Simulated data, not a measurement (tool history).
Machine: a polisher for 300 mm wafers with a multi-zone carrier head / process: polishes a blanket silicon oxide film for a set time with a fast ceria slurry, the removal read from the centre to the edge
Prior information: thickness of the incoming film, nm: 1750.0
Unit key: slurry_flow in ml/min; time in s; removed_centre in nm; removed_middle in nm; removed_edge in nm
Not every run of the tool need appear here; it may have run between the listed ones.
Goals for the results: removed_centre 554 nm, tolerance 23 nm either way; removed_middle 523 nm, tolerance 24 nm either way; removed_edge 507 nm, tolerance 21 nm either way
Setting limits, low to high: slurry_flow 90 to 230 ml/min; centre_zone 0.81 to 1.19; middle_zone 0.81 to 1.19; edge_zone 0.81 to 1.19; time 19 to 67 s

run 1 hour=0 | slurry_flow=150 centre_zone=1 middle_zone=1 edge_zone=1 time=43 | removed_centre=696.05 removed_middle=675.77 removed_edge=678.17
run 2 hour=1.1 | slurry_flow=150 centre_zone=1 middle_zone=1 edge_zone=1 time=37 | removed_centre=600.44 removed_middle=568.47 removed_edge=569.64
run 3 hour=9 | slurry_flow=145 centre_zone=1 middle_zone=1 edge_zone=0.98 time=37 | removed_centre=574.88 removed_middle=568.6 removed_edge=566.98
run 4 hour=17.8 | slurry_flow=170 centre_zone=1 middle_zone=1 edge_zone=0.98 time=37 | removed_centre=596.56 removed_middle=582.23 removed_edge=570.69
run 5 hour=26 | slurry_flow=170 centre_zone=1.01 middle_zone=0.99 edge_zone=0.96 time=37 | removed_centre=605.53 removed_middle=578.39 removed_edge=572.49
run 6 hour=29.9 | slurry_flow=170 centre_zone=1.01 middle_zone=0.99 edge_zone=0.96 time=45 | removed_centre=740.54 removed_middle=710.55 removed_edge=681.04
run 7 hour=32.3 | slurry_flow=170 centre_zone=1.01 middle_zone=0.98 edge_zone=0.94 time=43 | removed_centre=706.76 removed_middle=653.78 removed_edge=652.4
run 8 hour=37.4 | slurry_flow=170 centre_zone=1.01 middle_zone=0.98 edge_zone=0.93 time=41 | removed_centre=664.78 removed_middle=624.51 removed_edge=635.43
run 9 hour=38.1 | slurry_flow=175 centre_zone=1.02 middle_zone=0.99 edge_zone=0.93 time=39 | removed_centre=667.18 removed_middle=624.26 removed_edge=602.68
run 10 hour=41.3 | slurry_flow=180 centre_zone=1.02 middle_zone=0.99 edge_zone=0.93 time=38 | removed_centre=637.37 removed_middle=587.17 removed_edge=581.05
run 11 hour=47.4 | slurry_flow=180 centre_zone=1.02 middle_zone=0.99 edge_zone=0.93 time=37 | removed_centre=627.44 removed_middle=587.05 removed_edge=573.85
run 12 hour=54.1 | slurry_flow=180 centre_zone=1.02 middle_zone=0.99 edge_zone=0.93 time=36 | removed_centre=604.48 removed_middle=557.82 removed_edge=567.07

5 candidate next runs follow, results not yet known. Just one meets every target within its allowed miss. Identify it.
run A hour=60.8 | slurry_flow=115 centre_zone=1.01 middle_zone=1.13 edge_zone=0.82 time=34 | removed_centre=? removed_middle=? removed_edge=?
run B hour=60.8 | slurry_flow=175 centre_zone=0.85 middle_zone=0.84 edge_zone=0.96 time=45 | removed_centre=? removed_middle=? removed_edge=?
run C hour=60.8 | slurry_flow=210 centre_zone=1.19 middle_zone=1.13 edge_zone=0.94 time=32 | removed_centre=? removed_middle=? removed_edge=?
run D hour=60.8 | slurry_flow=195 centre_zone=1.02 middle_zone=0.99 edge_zone=0.93 time=33 | removed_centre=? removed_middle=? removed_edge=?
run E hour=60.8 | slurry_flow=215 centre_zone=1.11 middle_zone=1.19 edge_zone=0.96 time=31 | removed_centre=? removed_middle=? removed_edge=?

move=A removed_centre=541.76 removed_middle=574.34 removed_edge=491.18
move=B removed_centre=634.98 removed_middle=621.98 removed_edge=705.02
move=C removed_centre=649.21 removed_middle=577.66 removed_edge=503.53
move=D removed_centre=567.66 removed_middle=528.6 removed_edge=515.71
move=E removed_centre=588.23 removed_middle=586.82 removed_edge=491.23
A: meets the target for the result that was furthest off, but another lies outside its allowed miss
B: the biggest miss grows against the last run
C: meets the target for the result that was furthest off, but another lies outside its allowed miss
D: every result lands within tolerance
E: meets the target for the result that was furthest off, but another lies outside its allowed miss
Move D is the one to make.
